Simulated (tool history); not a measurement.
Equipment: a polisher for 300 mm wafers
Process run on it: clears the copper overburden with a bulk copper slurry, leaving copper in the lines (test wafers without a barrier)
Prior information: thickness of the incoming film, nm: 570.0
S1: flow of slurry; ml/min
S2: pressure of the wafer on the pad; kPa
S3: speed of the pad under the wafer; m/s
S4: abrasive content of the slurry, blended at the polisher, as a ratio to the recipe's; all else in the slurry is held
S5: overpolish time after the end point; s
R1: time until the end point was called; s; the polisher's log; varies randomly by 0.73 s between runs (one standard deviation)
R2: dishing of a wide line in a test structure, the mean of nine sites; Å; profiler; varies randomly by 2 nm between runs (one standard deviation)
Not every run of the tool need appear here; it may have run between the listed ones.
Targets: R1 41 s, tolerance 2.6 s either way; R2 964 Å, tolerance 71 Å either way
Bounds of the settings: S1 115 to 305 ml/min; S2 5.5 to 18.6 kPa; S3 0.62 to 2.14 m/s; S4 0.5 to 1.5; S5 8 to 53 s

Run 1, hour 0: S1 195 ml/min, S2 11.7 kPa, S3 1.38 m/s, S4 1, S5 27 s. Result: R1 80.409 s, R2 817.66 Å.
Run 2, hour 6.1: S1 225 ml/min, S2 11.7 kPa, S3 1.38 m/s, S4 1, S5 27 s. Result: R1 77.907 s, R2 849.93 Å.
Run 3, hour 9.8: S1 225 ml/min, S2 11.7 kPa, S3 1.38 m/s, S4 1, S5 34 s. Result: R1 77.7 s, R2 931.71 Å.
Run 4, hour 12.1: S1 225 ml/min, S2 13.1 kPa, S3 1.4 m/s, S4 1, S5 30 s. Result: R1 69.34 s, R2 927.37 Å.
Run 5, hour 16.7: S1 225 ml/min, S2 15.2 kPa, S3 1.4 m/s, S4 1, S5 30 s. Result: R1 59.007 s, R2 1063.1 Å.
Run 6, hour 24.1: S1 225 ml/min, S2 12.4 kPa, S3 1.4 m/s, S4 1, S5 30 s. Result: R1 72.476 s, R2 899.17 Å.
Run 7, hour 31.3: S1 225 ml/min, S2 13.1 kPa, S3 1.44 m/s, S4 1, S5 27 s. Result: R1 67.187 s, R2 921.67 Å.
At hour 33.7: head pressure recalibrated.
Run 8, hour 33.7: S1 225 ml/min, S2 13.8 kPa, S3 1.48 m/s, S4 1, S5 24 s. Result: R1 66.704 s, R2 855.54 Å.

Which of these 5 next moves meets every target?
Run A, hour 36.1: S1 230 ml/min, S2 15.2 kPa, S3 0.78 m/s, S4 1.15, S5 38 s. Result: R1 ?, R2 ?.
Run B, hour 36.1: S1 260 ml/min, S2 15.9 kPa, S3 2.06 m/s, S4 1.15, S5 18 s. Result: R1 ?, R2 ?.
Run C, hour 36.1: S1 240 ml/min, S2 14.5 kPa, S3 1.08 m/s, S4 1.15, S5 43 s. Result: R1 ?, R2 ?.
Run D, hour 36.1: S1 210 ml/min, S2 17.9 kPa, S3 1.82 m/s, S4 0.65, S5 23 s. Result: R1 ?, R2 ?.
Run E, hour 36.1: S1 260 ml/min, S2 13.1 kPa, S3 0.84 m/s, S4 0.85, S5 25 s. Result: R1 ?, R2 ?.

move      R1      R2
   A  107.66  914.17
   B  39.801  1013.4
   C  82.163  1038.7
   D   45.34  1076.4
   E  120.99  675.91
A: the biggest miss grows against the last run
B: each result inside its tolerance
C: the biggest miss grows against the last run
D: closes in on the targets versus the last run, not all within tolerance yet
E: the biggest miss grows against the last run
B meets every target.
